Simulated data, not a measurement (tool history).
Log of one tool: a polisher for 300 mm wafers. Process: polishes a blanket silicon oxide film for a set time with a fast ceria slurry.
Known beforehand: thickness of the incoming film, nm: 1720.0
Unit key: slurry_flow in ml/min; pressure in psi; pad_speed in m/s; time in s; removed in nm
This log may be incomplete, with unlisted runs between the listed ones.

run	day	slurry_flow	pressure	pad_speed	time	removed
1	0	225	3.1	0.94	25	414.96
2	0.133	225	3.1	1.16	25	517.42
3	0.379	265	3.1	1.16	25	529.55
4	0.492	210	3.1	1.16	25	501.75
5	0.829	205	2.7	1.1	25	412.84
6	1.021	205	2.7	0.96	25	363.28

Run 7 has not been measured yet. What should we expect?
7	1.354	205	2.4	0.94	25	?

{"run 7": {"removed": 323.36}}
